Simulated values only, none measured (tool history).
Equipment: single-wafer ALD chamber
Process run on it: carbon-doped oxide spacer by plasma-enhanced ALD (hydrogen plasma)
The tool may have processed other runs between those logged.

| run | hour | heater temperature setpoint (°C) | number of ALD cycles (cycles) | mean film thickness on the monitor wafer (angstrom) |
|---|---|---|---|---|
| 1 | 0.0 | 385 | 408 | 220.65 |
| 2 | 9.3 | 385 | 463 | 249.65 |
| 3 | 14.5 | 394 | 463 | 250.41 |
| 4 | 23.3 | 394 | 434 | 234.54 |
| 5 | 25.1 | 394 | 415 | 224.18 |
| 6 | 27.1 | 390 | 415 | 221.99 |
| 7 | 30.2 | 390 | 401 | 215.84 |
| 8 | 35.2 | 390 | 389 | 207.00 |
| 9 | 39.0 | 390 | 389 | 208.75 |
| 10 | 45.8 | 390 | 379 | 202.46 |

Estimate the outcome of run 11 from the log above:
| 11 | 53.8 | 390 | 372 | ? |

mean film thickness on the monitor wafer (angstrom): 198.30
